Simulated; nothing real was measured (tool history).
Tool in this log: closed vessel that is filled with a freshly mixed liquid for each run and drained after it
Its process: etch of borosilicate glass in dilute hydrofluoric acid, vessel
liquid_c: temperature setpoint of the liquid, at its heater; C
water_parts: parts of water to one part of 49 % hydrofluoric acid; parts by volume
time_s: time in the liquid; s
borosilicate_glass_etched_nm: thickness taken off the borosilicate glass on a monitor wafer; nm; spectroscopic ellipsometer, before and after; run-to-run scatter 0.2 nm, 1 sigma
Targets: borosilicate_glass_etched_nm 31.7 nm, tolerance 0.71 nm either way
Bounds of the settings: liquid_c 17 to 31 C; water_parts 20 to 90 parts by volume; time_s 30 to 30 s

run,hour,liquid_c,water_parts,time_s,borosilicate_glass_etched_nm
1,0,23,50,30,11.791
2,3.9,23,50,30,11.621
3,7.4,24,45,30,13.678
4,12.8,24,55,30,11.144
# hour 18.1: hydrofluoric acid flow meter replaced
5,18.1,21,55,30,11.271
6,23.6,21,55,30,11.254
7,32,20.5,50,30,12.269
8,41,24.5,30,30,24.789
9,46.4,24.5,25,30,29.867
10,55.6,25,25,30,30.375

Of the 4 settings listed for the next run, only one would bring every result within its allowed miss of target. Which one?
A,64.8,22,20,30,?
B,64.8,30.5,30,30,?
C,64.8,21.5,20,30,?
D,64.8,28,30,30,?

move,borosilicate_glass_etched_nm
A,33.559
B,31.34
C,32.846
D,28.34
A: takes the result that was furthest off past its target
B: all results land within tolerance of their targets
C: takes the result that was furthest off past its target
D: its largest miss is bigger than the last run's
Correct choice: B, which meets every target

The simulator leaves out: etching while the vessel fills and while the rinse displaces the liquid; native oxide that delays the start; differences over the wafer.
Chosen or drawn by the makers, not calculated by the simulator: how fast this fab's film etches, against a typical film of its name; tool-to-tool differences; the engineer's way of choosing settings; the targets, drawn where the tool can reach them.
